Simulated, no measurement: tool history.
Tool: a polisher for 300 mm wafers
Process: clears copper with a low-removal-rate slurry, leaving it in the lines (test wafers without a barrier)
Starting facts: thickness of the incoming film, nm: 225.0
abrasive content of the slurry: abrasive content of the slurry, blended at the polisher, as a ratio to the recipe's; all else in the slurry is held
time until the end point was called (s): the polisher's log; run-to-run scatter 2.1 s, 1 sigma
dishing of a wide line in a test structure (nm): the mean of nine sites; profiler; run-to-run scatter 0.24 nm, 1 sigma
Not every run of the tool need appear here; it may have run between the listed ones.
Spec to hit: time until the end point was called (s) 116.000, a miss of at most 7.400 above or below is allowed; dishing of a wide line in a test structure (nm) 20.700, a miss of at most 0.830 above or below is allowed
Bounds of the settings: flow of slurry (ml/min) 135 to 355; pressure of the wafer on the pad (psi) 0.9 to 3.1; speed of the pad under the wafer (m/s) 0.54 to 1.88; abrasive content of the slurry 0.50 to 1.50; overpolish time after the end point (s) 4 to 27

run,hour,flow of slurry (ml/min),pressure of the wafer on the pad (psi),speed of the pad under the wafer (m/s),abrasive content of the slurry,overpolish time after the end point (s),time until the end point was called (s),dishing of a wide line in a test structure (nm)
1,0.0,225,2.0,1.20,1.00,14,80.656,29.077
2,5.9,225,1.8,1.20,1.00,14,89.767,26.301
3,10.6,255,1.8,1.20,1.00,14,89.081,26.950
4,16.2,255,1.7,1.20,1.00,14,93.782,25.699
5,24.4,255,1.7,1.20,1.00,17,95.036,29.865
6,33.0,255,1.7,1.20,1.20,17,86.858,31.879
7,37.7,255,1.6,1.20,1.20,16,93.400,29.200
8,44.4,255,1.5,1.20,1.20,15,102.370,25.337
9,47.1,255,1.4,1.20,1.20,14,110.210,22.178
10,51.6,250,1.4,1.20,1.20,14,108.190,22.496

4 next moves are on the table. One of them brings every result within its allowed miss. Which?
A,56.1,280,1.5,1.32,1.10,14,?,?
B,56.1,220,1.3,1.16,1.35,16,?,?
C,56.1,330,1.0,1.48,1.25,14,?,?
D,56.1,305,1.4,1.06,1.50,15,?,?

move,time until the end point was called (s),dishing of a wide line in a test structure (nm)
A,92.534,25.481
B,116.560,23.199
C,115.810,20.447
D,111.370,22.884
A: lands further from the targets than the last run did
B: lands further from the targets than the last run did
C: each result inside its tolerance
D: lands further from the targets than the last run did
Move C is the one to make.

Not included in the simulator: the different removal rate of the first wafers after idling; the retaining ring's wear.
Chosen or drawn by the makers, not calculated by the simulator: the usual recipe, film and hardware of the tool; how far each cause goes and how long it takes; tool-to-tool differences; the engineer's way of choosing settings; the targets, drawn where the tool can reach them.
